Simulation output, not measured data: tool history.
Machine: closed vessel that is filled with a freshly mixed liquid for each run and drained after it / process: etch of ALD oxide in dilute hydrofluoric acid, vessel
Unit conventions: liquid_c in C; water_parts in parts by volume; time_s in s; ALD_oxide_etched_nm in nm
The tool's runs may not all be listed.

run	day	liquid_c	water_parts	time_s	ALD_oxide_etched_nm
1	0	25	155	30	4.9101
2	0.075	27	145	30	5.7987
3	0.379	30.5	145	30	6.5405
4	0.708	28.5	145	30	6.0324
5	0.812	30	145	30	6.4139
6	0.9	26.5	145	30	5.6781

Run 7 is up next; what results do you expect?
7	1.283	28.5	140	30	?

{"run 7": {"ALD_oxide_etched_nm": 6.316}}
